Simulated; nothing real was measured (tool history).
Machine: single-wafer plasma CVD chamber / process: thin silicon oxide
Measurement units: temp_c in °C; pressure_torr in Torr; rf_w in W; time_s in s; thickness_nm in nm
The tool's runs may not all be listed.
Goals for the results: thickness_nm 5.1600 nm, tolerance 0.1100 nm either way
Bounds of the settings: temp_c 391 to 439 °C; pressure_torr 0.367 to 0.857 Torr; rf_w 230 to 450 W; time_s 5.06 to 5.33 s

{"run": 1, "hour": 0.0, "temp_c": 415, "pressure_torr": 0.612, "rf_w": 340, "time_s": 5.33, "thickness_nm": 8.015}
{"run": 2, "hour": 8.6, "temp_c": 415, "pressure_torr": 0.514, "rf_w": 340, "time_s": 5.33, "thickness_nm": 6.7638}
{"run": 3, "hour": 15.0, "temp_c": 415, "pressure_torr": 0.474, "rf_w": 335, "time_s": 5.32, "thickness_nm": 6.2257}
{"run": 4, "hour": 20.0, "temp_c": 415, "pressure_torr": 0.474, "rf_w": 335, "time_s": 5.33, "thickness_nm": 6.1951}
{"run": 5, "hour": 21.6, "temp_c": 415, "pressure_torr": 0.447, "rf_w": 335, "time_s": 5.33, "thickness_nm": 5.8527}
{"run": 6, "hour": 27.3, "temp_c": 415, "pressure_torr": 0.447, "rf_w": 335, "time_s": 5.33, "thickness_nm": 5.8628}
{"run": 7, "hour": 29.1, "temp_c": 415, "pressure_torr": 0.429, "rf_w": 335, "time_s": 5.33, "thickness_nm": 5.611}
{"run": 8, "hour": 30.6, "temp_c": 415, "pressure_torr": 0.418, "rf_w": 335, "time_s": 5.33, "thickness_nm": 5.4223}
{"run": 9, "hour": 31.2, "temp_c": 415, "pressure_torr": 0.412, "rf_w": 335, "time_s": 5.33, "thickness_nm": 5.3692}
{"run": 10, "hour": 33.8, "temp_c": 415, "pressure_torr": 0.407, "rf_w": 335, "time_s": 5.33, "thickness_nm": 5.2895}
{"run": 11, "hour": 42.6, "temp_c": 415, "pressure_torr": 0.404, "rf_w": 335, "time_s": 5.33, "thickness_nm": 5.2576}

4 next moves are on the table. One of them brings every result within its allowed miss. Which?
{"run": "A", "hour": 51.4, "temp_c": 402, "pressure_torr": 0.398, "rf_w": 385, "time_s": 5.33, "thickness_nm": "?"}
{"run": "B", "hour": 51.4, "temp_c": 424, "pressure_torr": 0.452, "rf_w": 295, "time_s": 5.06, "thickness_nm": "?"}
{"run": "C", "hour": 51.4, "temp_c": 419, "pressure_torr": 0.401, "rf_w": 315, "time_s": 5.18, "thickness_nm": "?"}
{"run": "D", "hour": 51.4, "temp_c": 421, "pressure_torr": 0.433, "rf_w": 265, "time_s": 5.29, "thickness_nm": "?"}

move=A thickness_nm=5.5009
move=B thickness_nm=5.3608
move=C thickness_nm=4.9751
move=D thickness_nm=5.1631
A: further off than the last run
B: further off than the last run
C: pushes the last run's worst result past its target
D: all results in spec
D is the move that brings every result within its allowed miss.
